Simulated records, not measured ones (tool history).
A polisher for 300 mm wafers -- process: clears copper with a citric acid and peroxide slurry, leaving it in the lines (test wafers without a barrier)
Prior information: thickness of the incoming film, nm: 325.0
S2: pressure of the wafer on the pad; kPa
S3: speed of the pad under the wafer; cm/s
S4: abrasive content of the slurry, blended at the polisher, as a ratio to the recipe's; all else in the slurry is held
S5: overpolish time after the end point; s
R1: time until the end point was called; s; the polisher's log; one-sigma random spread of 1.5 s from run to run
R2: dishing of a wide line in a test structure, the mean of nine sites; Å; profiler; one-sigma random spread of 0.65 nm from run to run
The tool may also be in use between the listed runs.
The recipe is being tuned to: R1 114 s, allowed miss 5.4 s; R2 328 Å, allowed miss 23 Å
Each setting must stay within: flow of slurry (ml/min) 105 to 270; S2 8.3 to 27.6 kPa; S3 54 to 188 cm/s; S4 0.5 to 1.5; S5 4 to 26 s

{"run": 1, "hour": 0.0, "flow of slurry (ml/min)": 175, "S2": 17.9, "S3": 120, "S4": 1, "S5": 13, "R1": 124.32, "R2": 215.22}
{"run": 2, "hour": 8.4, "flow of slurry (ml/min)": 175, "S2": 17.9, "S3": 120, "S4": 1, "S5": 9, "R1": 123.79, "R2": 160.79}
{"run": 3, "hour": 16.3, "flow of slurry (ml/min)": 135, "S2": 17.9, "S3": 120, "S4": 1, "S5": 9, "R1": 133.36, "R2": 156.77}
{"run": 4, "hour": 17.5, "flow of slurry (ml/min)": 135, "S2": 17.9, "S3": 120, "S4": 1, "S5": 13, "R1": 129.17, "R2": 210.04}
{"run": 5, "hour": 23.3, "flow of slurry (ml/min)": 135, "S2": 18.6, "S3": 120, "S4": 1, "S5": 15, "R1": 125.17, "R2": 238.81}
{"run": 6, "hour": 24.7, "flow of slurry (ml/min)": 135, "S2": 18.6, "S3": 120, "S4": 1, "S5": 19, "R1": 129.61, "R2": 278.92}
{"run": 7, "hour": 26.4, "flow of slurry (ml/min)": 140, "S2": 19.3, "S3": 120, "S4": 1, "S5": 19, "R1": 121.16, "R2": 294.6}
{"run": 8, "hour": 31.5, "flow of slurry (ml/min)": 145, "S2": 19.3, "S3": 120, "S4": 1, "S5": 19, "R1": 120.77, "R2": 285.34}

Exercise: of the 5 proposed moves below, exactly one satisfies all targets within the stated allowed misses. Which move is it?
{"run": "A", "hour": 36.6, "flow of slurry (ml/min)": 145, "S2": 19.3, "S3": 122, "S4": 1, "S5": 17, "R1": "?", "R2": "?"}
{"run": "B", "hour": 36.6, "flow of slurry (ml/min)": 180, "S2": 20.7, "S3": 82, "S4": 1.2, "S5": 24, "R1": "?", "R2": "?"}
{"run": "C", "hour": 36.6, "flow of slurry (ml/min)": 140, "S2": 18.6, "S3": 132, "S4": 1.05, "S5": 14, "R1": "?", "R2": "?"}
{"run": "D", "hour": 36.6, "flow of slurry (ml/min)": 185, "S2": 21.4, "S3": 102, "S4": 1.05, "S5": 15, "R1": "?", "R2": "?"}
{"run": "E", "hour": 36.6, "flow of slurry (ml/min)": 105, "S2": 24.8, "S3": 110, "S4": 0.9, "S5": 21, "R1": "?", "R2": "?"}

move=A R1=122.59 R2=277.16
move=B R1=135.69 R2=325.53
move=C R1=119.61 R2=245.77
move=D R1=119.25 R2=259.94
move=E R1=116.95 R2=330.12
A: moves away from the targets compared with the last run
B: gets the furthest-off result to its target, but another result is out of tolerance
C: moves away from the targets compared with the last run
D: moves away from the targets compared with the last run
E: hits every target within its allowed miss
The move that meets every target is E.
